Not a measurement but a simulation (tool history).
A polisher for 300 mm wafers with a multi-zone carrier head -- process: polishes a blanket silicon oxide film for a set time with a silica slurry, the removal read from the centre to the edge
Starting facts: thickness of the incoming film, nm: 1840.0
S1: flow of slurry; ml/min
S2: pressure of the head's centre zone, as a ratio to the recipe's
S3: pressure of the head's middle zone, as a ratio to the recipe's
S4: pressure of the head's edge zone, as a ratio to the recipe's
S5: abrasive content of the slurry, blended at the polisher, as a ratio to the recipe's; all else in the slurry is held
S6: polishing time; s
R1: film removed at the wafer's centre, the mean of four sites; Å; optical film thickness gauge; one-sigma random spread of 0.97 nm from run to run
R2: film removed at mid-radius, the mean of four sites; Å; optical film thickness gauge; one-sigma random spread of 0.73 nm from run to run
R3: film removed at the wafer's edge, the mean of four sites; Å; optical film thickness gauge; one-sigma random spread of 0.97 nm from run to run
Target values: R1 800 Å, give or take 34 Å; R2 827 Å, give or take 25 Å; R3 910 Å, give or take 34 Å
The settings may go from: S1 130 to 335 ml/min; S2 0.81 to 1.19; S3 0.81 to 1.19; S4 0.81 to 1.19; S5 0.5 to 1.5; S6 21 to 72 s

run,hour,S1,S2,S3,S4,S5,S6,R1,R2,R3
1,0,215,1,1,1,1,46,1342.2,1384.4,1382
2,4.5,205,0.97,0.96,0.98,0.9,45,1223.9,1235.1,1263.4
3,10.2,235,0.97,0.96,0.98,0.9,45,1216.5,1217.5,1252.2
4,16.5,195,0.97,0.96,0.98,0.9,45,1179.4,1204.4,1270.1
5,25.3,200,0.94,0.94,0.96,0.8,44,1044.9,1081.2,1142.8
6,30.4,200,0.94,0.94,0.96,0.8,55,1338.5,1350.8,1402.1
7,31.9,200,0.91,0.92,0.93,0.75,53,1186.7,1241.5,1287.2
8,40.9,200,0.9,0.9,0.91,0.7,51,1057.5,1127.1,1214.6
9,47.7,205,0.91,0.9,0.9,0.65,49,1010.1,1022.6,1105
10,56.6,205,0.9,0.89,0.89,0.6,48,929.7,950.18,1000.9
11,61.9,205,0.89,0.87,0.88,0.6,48,911.44,929.1,987.98
12,64.5,170,0.83,0.81,0.83,0.5,48,725.18,752.85,846.99
13,66.6,185,0.83,0.81,0.84,0.5,48,726.46,772.42,831.26
14,71.8,185,0.84,0.82,0.86,0.5,48,746.4,765.79,879.88
15,73.2,195,0.84,0.83,0.86,0.5,48,728.99,772.29,858.31
16,78,195,0.85,0.84,0.87,0.5,48,780.78,799.36,874.75
17,81.7,190,0.85,0.85,0.88,0.5,48,735.06,798.98,862.39

Exactly one of the 5 candidate moves below puts every result within its allowed miss. Which one?
A,85.4,130,0.88,0.87,0.89,0.55,47,?,?,?
B,85.4,225,0.88,0.97,0.81,0.5,48,?,?,?
C,85.4,215,0.98,0.99,0.81,0.5,48,?,?,?
D,85.4,255,0.98,0.84,0.82,0.5,47,?,?,?
E,85.4,215,0.89,0.92,0.86,0.5,51,?,?,?

move,R1,R2,R3
A,813.36,817.99,877.33
B,817.04,893.81,827.33
C,906.86,905.26,824.7
D,901.37,784.43,822.29
E,873.93,904.89,900.6
A: each result inside its tolerance
B: meets the target for the result that was furthest off, but another lies outside its allowed miss
C: takes the result that was furthest off past its target
D: takes the result that was furthest off past its target
E: takes the result that was furthest off past its target
Correct choice: A, which meets every target

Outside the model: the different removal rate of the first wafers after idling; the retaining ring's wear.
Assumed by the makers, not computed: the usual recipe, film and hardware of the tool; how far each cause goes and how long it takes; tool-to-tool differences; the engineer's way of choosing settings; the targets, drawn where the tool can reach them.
